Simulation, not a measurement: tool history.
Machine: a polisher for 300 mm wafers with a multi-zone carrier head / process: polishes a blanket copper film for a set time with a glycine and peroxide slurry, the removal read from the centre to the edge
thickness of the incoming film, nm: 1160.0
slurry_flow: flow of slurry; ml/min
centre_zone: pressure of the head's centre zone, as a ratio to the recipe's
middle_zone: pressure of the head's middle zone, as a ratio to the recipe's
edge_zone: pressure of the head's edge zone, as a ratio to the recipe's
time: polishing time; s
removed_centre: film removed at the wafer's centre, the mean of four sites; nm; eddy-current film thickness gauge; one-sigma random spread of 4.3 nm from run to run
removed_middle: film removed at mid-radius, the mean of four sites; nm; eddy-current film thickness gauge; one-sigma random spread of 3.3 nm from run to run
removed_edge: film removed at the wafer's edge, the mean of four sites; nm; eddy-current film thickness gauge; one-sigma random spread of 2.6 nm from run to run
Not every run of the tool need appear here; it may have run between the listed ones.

| run | day | slurry_flow | centre_zone | middle_zone | edge_zone | time | removed_centre | removed_middle | removed_edge |
|---|---|---|---|---|---|---|---|---|---|
| 1 | 0 | 125 | 1 | 1 | 1 | 65 | 430.54 | 430.03 | 424.91 |
| 2 | 0.358 | 125 | 1 | 1 | 0.93 | 65 | 423.9 | 434.51 | 410.22 |
| 3 | 0.475 | 105 | 1 | 1 | 0.93 | 65 | 414.27 | 411.51 | 403.28 |
| 4 | 0.688 | 105 | 1 | 0.99 | 0.92 | 65 | 409.31 | 413.41 | 397.1 |
| 5 | 0.808 | 105 | 1 | 0.99 | 0.86 | 65 | 403.56 | 409.17 | 387.72 |
| 6 | 0.975 | 105 | 1 | 0.99 | 0.86 | 75 | 465.83 | 477.86 | 445.64 |
| 7 | 1.3 | 105 | 1 | 0.98 | 0.86 | 74 | 462.99 | 463.53 | 443.38 |
| 8 | 1.658 | 105 | 1 | 0.97 | 0.86 | 73 | 447.78 | 447.84 | 428.09 |

What will run 9 give?
| 9 | 1.725 | 105 | 1 | 0.96 | 0.86 | 73 | ? | ? | ? |

removed_centre: 456.99 nm
removed_middle: 449.53 nm
removed_edge: 436.5 nm
